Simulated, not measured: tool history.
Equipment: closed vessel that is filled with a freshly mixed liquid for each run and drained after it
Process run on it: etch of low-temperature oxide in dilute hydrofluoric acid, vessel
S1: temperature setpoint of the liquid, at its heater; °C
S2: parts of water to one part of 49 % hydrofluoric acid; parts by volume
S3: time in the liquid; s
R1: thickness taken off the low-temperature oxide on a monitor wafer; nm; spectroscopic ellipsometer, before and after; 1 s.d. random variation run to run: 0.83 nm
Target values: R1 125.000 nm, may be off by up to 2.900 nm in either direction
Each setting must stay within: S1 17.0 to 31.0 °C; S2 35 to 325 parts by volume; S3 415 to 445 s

| run | hour | S1 | S2 | S3 | R1 |
|---|---|---|---|---|---|
| 1 | 0.0 | 23.0 | 180 | 415 | 56.632 |
| 2 | 2.7 | 23.0 | 225 | 415 | 42.895 |
| 3 | 4.6 | 24.0 | 210 | 415 | 48.618 |
| 4 | 10.9 | 25.0 | 195 | 415 | 55.489 |
| 5 | 17.3 | 21.5 | 195 | 415 | 49.015 |
| 6 | 20.6 | 18.5 | 195 | 415 | 42.952 |
| 7 | 24.5 | 20.0 | 180 | 415 | 49.901 |
| 8 | 26.1 | 21.5 | 170 | 415 | 57.529 |
| 9 | 35.0 | 23.0 | 160 | 415 | 64.840 |
| 10 | 37.2 | 24.0 | 150 | 415 | 73.026 |
| 11 | 39.5 | 25.0 | 145 | 415 | 78.995 |
|  | 43.4 | thermometer replaced |
| 12 | 43.4 | 26.0 | 140 | 415 | 89.106 |
| 13 | 50.1 | 26.0 | 140 | 415 | 90.187 |
| 14 | 55.6 | 26.5 | 140 | 415 | 91.284 |
| 15 | 59.9 | 27.0 | 140 | 415 | 92.112 |
| 16 | 60.5 | 27.0 | 140 | 415 | 93.329 |
| 17 | 64.4 | 27.5 | 140 | 415 | 94.365 |
| 18 | 69.5 | 28.0 | 140 | 415 | 97.411 |
| 19 | 77.3 | 28.5 | 140 | 415 | 99.184 |
| 20 | 84.3 | 29.0 | 140 | 415 | 100.680 |
| 21 | 89.0 | 29.5 | 135 | 415 | 106.580 |
| 22 | 96.7 | 30.5 | 125 | 415 | 120.120 |

Of the 4 settings listed for the next run, only one would bring every result within its allowed miss of target. Which one?
| A | 104.4 | 28.5 | 120 | 445 | ? |
| B | 104.4 | 30.5 | 115 | 415 | ? |
| C | 104.4 | 29.5 | 125 | 415 | ? |
| D | 104.4 | 30.0 | 130 | 415 | ? |

| move | R1 |
|---|---|
| A | 126.820 |
| B | 133.830 |
| C | 117.050 |
| D | 113.870 |
A: each result inside its tolerance
B: pushes the last run's worst result past its target
C: the biggest miss grows against the last run
D: the biggest miss grows against the last run
A meets every target.
